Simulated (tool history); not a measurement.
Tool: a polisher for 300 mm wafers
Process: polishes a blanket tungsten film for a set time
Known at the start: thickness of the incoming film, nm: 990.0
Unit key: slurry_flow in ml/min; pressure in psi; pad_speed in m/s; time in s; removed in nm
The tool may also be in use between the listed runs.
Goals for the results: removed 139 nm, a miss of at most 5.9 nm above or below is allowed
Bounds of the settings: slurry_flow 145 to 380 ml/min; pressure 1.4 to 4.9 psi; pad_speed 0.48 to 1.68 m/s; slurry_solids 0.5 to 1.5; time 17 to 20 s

{"run": 1, "hour": 0.0, "slurry_flow": 245, "pressure": 3.1, "pad_speed": 1.08, "slurry_solids": 1, "time": 20, "removed": 97.275}
{"run": 2, "hour": 0.9, "slurry_flow": 245, "pressure": 3.3, "pad_speed": 1.08, "slurry_solids": 1, "time": 20, "removed": 98.555}
{"run": 3, "hour": 7.0, "slurry_flow": 245, "pressure": 3.6, "pad_speed": 1.08, "slurry_solids": 1, "time": 20, "removed": 106.6}
{"run": 4, "hour": 15.1, "slurry_flow": 245, "pressure": 4.1, "pad_speed": 1.08, "slurry_solids": 1, "time": 20, "removed": 120.23}
{"run": 5, "hour": 18.4, "slurry_flow": 245, "pressure": 4.1, "pad_speed": 1.08, "slurry_solids": 1.15, "time": 20, "removed": 126.49}
{"run": 6, "hour": 22.6, "slurry_flow": 290, "pressure": 4.1, "pad_speed": 1.08, "slurry_solids": 1.15, "time": 20, "removed": 127.37}
{"run": 7, "hour": 23.9, "slurry_flow": 290, "pressure": 4.2, "pad_speed": 1.08, "slurry_solids": 1.15, "time": 20, "removed": 128.56}
{"run": 8, "hour": 30.0, "slurry_flow": 290, "pressure": 4.3, "pad_speed": 1.08, "slurry_solids": 1.15, "time": 20, "removed": 130.67}

Below are 4 possible settings for the next run. Only one of them brings all results inside the allowed miss of their targets. Which is it?
{"run": "A", "hour": 36.1, "slurry_flow": 245, "pressure": 4.7, "pad_speed": 1.06, "slurry_solids": 1.15, "time": 20, "removed": "?"}
{"run": "B", "hour": 36.1, "slurry_flow": 260, "pressure": 3.8, "pad_speed": 1.38, "slurry_solids": 1.3, "time": 20, "removed": "?"}
{"run": "C", "hour": 36.1, "slurry_flow": 280, "pressure": 4.9, "pad_speed": 1.1, "slurry_solids": 1.2, "time": 20, "removed": "?"}
{"run": "D", "hour": 36.1, "slurry_flow": 330, "pressure": 4.3, "pad_speed": 1.36, "slurry_solids": 0.95, "time": 20, "removed": "?"}

move=A removed=134.55
move=B removed=152.8
move=C removed=148.8
move=D removed=153.38
A: each result inside its tolerance
B: carries the result that was furthest off beyond its target, to the other side
C: carries the result that was furthest off beyond its target, to the other side
D: carries the result that was furthest off beyond its target, to the other side
A meets every target.
